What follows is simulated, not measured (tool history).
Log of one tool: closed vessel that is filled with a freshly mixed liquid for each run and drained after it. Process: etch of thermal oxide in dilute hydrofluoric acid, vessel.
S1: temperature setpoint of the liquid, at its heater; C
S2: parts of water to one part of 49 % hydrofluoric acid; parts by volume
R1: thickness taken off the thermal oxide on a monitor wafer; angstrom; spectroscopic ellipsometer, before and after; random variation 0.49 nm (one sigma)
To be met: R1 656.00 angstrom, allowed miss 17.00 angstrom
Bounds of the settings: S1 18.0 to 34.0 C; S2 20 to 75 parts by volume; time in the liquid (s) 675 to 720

Run 1, hour 0.0: S1 26.0 C, S2 45 parts by volume, time in the liquid (s) 675. Result: R1 919.06 angstrom.
Run 2, hour 4.0: S1 26.0 C, S2 45 parts by volume, time in the liquid (s) 720. Result: R1 988.92 angstrom.
Run 3, hour 11.2: S1 26.0 C, S2 35 parts by volume, time in the liquid (s) 720. Result: R1 1276.00 angstrom.
Run 4, hour 17.6: S1 24.0 C, S2 40 parts by volume, time in the liquid (s) 720. Result: R1 1026.50 angstrom.
Run 5, hour 19.5: S1 24.0 C, S2 35 parts by volume, time in the liquid (s) 720. Result: R1 1183.50 angstrom.
Run 6, hour 22.8: S1 24.0 C, S2 45 parts by volume, time in the liquid (s) 720. Result: R1 909.92 angstrom.
Run 7, hour 31.8: S1 22.5 C, S2 45 parts by volume, time in the liquid (s) 720. Result: R1 851.98 angstrom.
Run 8, hour 33.5: S1 21.5 C, S2 45 parts by volume, time in the liquid (s) 720. Result: R1 824.56 angstrom.
Run 9, hour 34.0: S1 20.5 C, S2 45 parts by volume, time in the liquid (s) 720. Result: R1 787.53 angstrom.
Run 10, hour 34.9: S1 20.0 C, S2 45 parts by volume, time in the liquid (s) 720. Result: R1 769.01 angstrom.
Run 11, hour 43.7: S1 18.0 C, S2 50 parts by volume, time in the liquid (s) 720. Result: R1 620.55 angstrom.

Which of these 5 next moves meets every target?
Run A, hour 52.5: S1 18.0 C, S2 50 parts by volume, time in the liquid (s) 675. Result: R1 ?.
Run B, hour 52.5: S1 18.0 C, S2 50 parts by volume, time in the liquid (s) 695. Result: R1 ?.
Run C, hour 52.5: S1 18.0 C, S2 45 parts by volume, time in the liquid (s) 675. Result: R1 ?.
Run D, hour 52.5: S1 18.0 C, S2 55 parts by volume, time in the liquid (s) 720. Result: R1 ?.
Run E, hour 52.5: S1 20.0 C, S2 60 parts by volume, time in the liquid (s) 720. Result: R1 ?.

move      R1
   A  593.77
   B  611.36
   C  663.53
   D  572.50
   E  568.15
A: further off than the last run
B: further off than the last run
C: meets every target
D: further off than the last run
E: further off than the last run
Move C is the one to make.

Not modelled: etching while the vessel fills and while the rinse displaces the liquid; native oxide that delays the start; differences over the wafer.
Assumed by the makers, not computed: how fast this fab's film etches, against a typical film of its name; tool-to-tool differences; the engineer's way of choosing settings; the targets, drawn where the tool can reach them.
